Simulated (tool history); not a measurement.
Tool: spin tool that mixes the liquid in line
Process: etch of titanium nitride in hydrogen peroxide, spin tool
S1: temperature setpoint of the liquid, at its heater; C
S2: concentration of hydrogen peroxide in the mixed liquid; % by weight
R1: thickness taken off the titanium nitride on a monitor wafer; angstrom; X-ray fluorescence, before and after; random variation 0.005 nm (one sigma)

{"run": 1, "hour": 0.0, "S1": 42, "S2": 17.5, "time under the liquid (s)": 70, "R1": 9.2456}
{"run": 2, "hour": 5.9, "S1": 35.5, "S2": 17.5, "time under the liquid (s)": 70, "R1": 5.7389}
{"run": 3, "hour": 14.0, "S1": 35, "S2": 17, "time under the liquid (s)": 70, "R1": 5.4506}
{"run": 4, "hour": 17.0, "S1": 34.5, "S2": 16.5, "time under the liquid (s)": 70, "R1": 5.2654}
{"run": 5, "hour": 24.6, "S1": 39, "S2": 16.5, "time under the liquid (s)": 70, "R1": 7.3228}
{"run": 6, "hour": 26.4, "S1": 39, "S2": 19, "time under the liquid (s)": 70, "R1": 7.5962}
{"run": 7, "hour": 31.5, "S1": 38, "S2": 18.5, "time under the liquid (s)": 70, "R1": 7.0749}
{"run": 8, "hour": 34.0, "S1": 37.5, "S2": 18, "time under the liquid (s)": 70, "R1": 6.6633}
{"run": 9, "hour": 38.9, "S1": 37, "S2": 17.5, "time under the liquid (s)": 70, "R1": 6.397}

Forecast run 10:
{"run": 10, "hour": 41.4, "S1": 32, "S2": 13.5, "time under the liquid (s)": 50, "R1": "?"}

Run 10 gave R1 2.8305 angstrom.
